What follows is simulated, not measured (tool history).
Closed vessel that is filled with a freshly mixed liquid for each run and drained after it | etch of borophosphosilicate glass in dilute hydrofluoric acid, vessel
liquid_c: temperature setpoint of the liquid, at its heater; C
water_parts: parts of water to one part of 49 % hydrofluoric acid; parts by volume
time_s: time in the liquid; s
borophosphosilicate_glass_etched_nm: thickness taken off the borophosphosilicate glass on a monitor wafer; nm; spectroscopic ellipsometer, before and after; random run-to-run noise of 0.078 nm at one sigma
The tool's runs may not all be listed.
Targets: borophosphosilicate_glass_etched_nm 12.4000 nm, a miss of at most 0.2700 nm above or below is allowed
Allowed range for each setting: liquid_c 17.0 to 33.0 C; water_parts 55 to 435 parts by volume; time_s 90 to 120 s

run,day,liquid_c,water_parts,time_s,borophosphosilicate_glass_etched_nm
1,0.000,25.0,245,120,22.7520
2,0.338,23.0,265,120,19.2970
3,0.475,23.0,345,120,13.7360
4,0.588,22.0,345,120,13.1410
5,0.971,21.5,345,120,12.7970
6,1.292,21.5,345,90,9.7547
7,1.367,22.5,345,90,10.0930
8,1.525,24.5,345,90,10.6840
9,1.683,24.5,345,90,10.8270
10,1.762,26.0,345,90,11.3060
11,2.071,26.0,345,90,11.2690
12,2.275,27.0,345,90,11.6290
13,2.567,27.0,345,90,11.6470
14,2.892,27.5,345,90,11.8760

Consider the 4 candidate settings below. Which is the only one whose results all fall within their allowed miss of target?
A,3.217,27.5,400,115,?
B,3.217,28.5,395,105,?
C,3.217,30.5,375,90,?
D,3.217,29.0,400,105,?

move,borophosphosilicate_glass_etched_nm
A,12.5290
B,12.0030
C,11.7500
D,11.9730
A: every result within its allowed miss
B: nearer the targets than the last run, but a result is still out of spec
C: further off than the last run
D: nearer the targets than the last run, but a result is still out of spec
Go with A: it meets all targets.
